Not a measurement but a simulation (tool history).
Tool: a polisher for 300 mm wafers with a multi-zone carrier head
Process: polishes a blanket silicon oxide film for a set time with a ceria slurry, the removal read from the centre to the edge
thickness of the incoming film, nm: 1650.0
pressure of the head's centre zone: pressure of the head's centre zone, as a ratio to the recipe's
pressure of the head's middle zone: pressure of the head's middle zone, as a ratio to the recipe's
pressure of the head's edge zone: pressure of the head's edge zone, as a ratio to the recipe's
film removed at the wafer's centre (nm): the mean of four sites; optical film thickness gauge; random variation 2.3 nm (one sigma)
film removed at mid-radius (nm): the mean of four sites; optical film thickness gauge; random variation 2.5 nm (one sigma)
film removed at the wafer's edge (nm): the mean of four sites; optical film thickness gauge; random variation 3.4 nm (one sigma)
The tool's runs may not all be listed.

| run | hour | flow of slurry (ml/min) | pressure of the head's centre zone | pressure of the head's middle zone | pressure of the head's edge zone | polishing time (s) | film removed at the wafer's centre (nm) | film removed at mid-radius (nm) | film removed at the wafer's edge (nm) |
|---|---|---|---|---|---|---|---|---|---|
| 1 | 0.0 | 255 | 1.00 | 1.00 | 1.00 | 77 | 381.10 | 380.26 | 389.03 |
| 2 | 8.2 | 255 | 1.00 | 1.04 | 1.00 | 77 | 376.21 | 387.30 | 388.82 |
| 3 | 14.6 | 255 | 1.00 | 0.97 | 1.00 | 77 | 373.63 | 369.62 | 387.42 |
| 4 | 16.3 | 295 | 1.00 | 0.97 | 1.00 | 77 | 382.66 | 376.59 | 399.36 |
| 5 | 20.4 | 295 | 1.00 | 0.97 | 1.00 | 61 | 302.92 | 296.20 | 315.96 |
| 6 | 22.9 | 295 | 1.00 | 0.91 | 1.00 | 61 | 303.77 | 285.53 | 314.03 |
| 7 | 31.0 | 315 | 1.02 | 0.92 | 1.05 | 62 | 314.66 | 289.27 | 325.61 |
| 8 | 32.3 | 330 | 1.03 | 0.92 | 1.08 | 63 | 323.24 | 296.25 | 336.14 |
| 9 | 41.0 | 340 | 1.04 | 0.91 | 1.11 | 64 | 333.32 | 293.20 | 344.52 |

Forecast run 10:
| 10 | 48.2 | 365 | 1.03 | 0.93 | 1.17 | 66 | ? | ? | ? |

{"run 10": {"film removed at the wafer's centre (nm)": 341.32, "film removed at mid-radius (nm)": 314.11, "film removed at the wafer's edge (nm)": 371.67}}
